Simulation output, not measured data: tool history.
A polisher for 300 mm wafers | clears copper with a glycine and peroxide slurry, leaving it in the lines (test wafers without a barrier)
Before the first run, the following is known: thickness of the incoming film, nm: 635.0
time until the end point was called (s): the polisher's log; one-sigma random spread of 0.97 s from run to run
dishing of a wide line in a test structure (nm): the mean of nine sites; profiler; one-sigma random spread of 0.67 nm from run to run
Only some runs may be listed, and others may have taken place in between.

run,hour,flow of slurry (ml/min),pressure of the wafer on the pad (psi),speed of the pad under the wafer (m/s),overpolish time after the end point (s),time until the end point was called (s),dishing of a wide line in a test structure (nm)
1,0.0,225,3.1,1.24,27,103.220,57.767
2,8.0,205,2.9,1.40,23,95.847,54.290
3,13.3,155,2.9,1.40,23,104.350,54.256
4,16.5,200,2.6,1.50,20,101.670,51.982
# hour 17.8: worn pad replaced by a new one
5,17.8,200,3.2,1.50,20,79.082,55.373
6,25.6,200,3.2,1.74,20,69.027,57.258

What will run 7 give?
7,32.7,235,2.9,1.78,17,?,?

time until the end point was called (s): 71.557
dishing of a wide line in a test structure (nm): 53.598
